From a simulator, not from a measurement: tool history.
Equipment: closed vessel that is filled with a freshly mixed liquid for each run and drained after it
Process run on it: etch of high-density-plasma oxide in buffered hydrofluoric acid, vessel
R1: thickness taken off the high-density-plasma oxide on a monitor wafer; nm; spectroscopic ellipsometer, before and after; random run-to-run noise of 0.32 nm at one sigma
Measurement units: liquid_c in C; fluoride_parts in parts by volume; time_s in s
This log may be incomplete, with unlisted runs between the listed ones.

run 1 hour=0 | liquid_c=21 fluoride_parts=18.5 time_s=85 | R1=87.439
run 2 hour=6.7 | liquid_c=24 fluoride_parts=18.5 time_s=85 | R1=101.9
run 3 hour=9.9 | liquid_c=21.5 fluoride_parts=20.5 time_s=85 | R1=81.232
run 4 hour=12.7 | liquid_c=23 fluoride_parts=20.5 time_s=85 | R1=87.89
run 5 hour=14.4 | liquid_c=19.5 fluoride_parts=20.5 time_s=85 | R1=72.352
run 6 hour=20.4 | liquid_c=17 fluoride_parts=20.5 time_s=85 | R1=62.476

Expected results for the next run?
run 7 hour=21.8 | liquid_c=17 fluoride_parts=24.5 time_s=85 | R1=?

R1: 56.196 nm
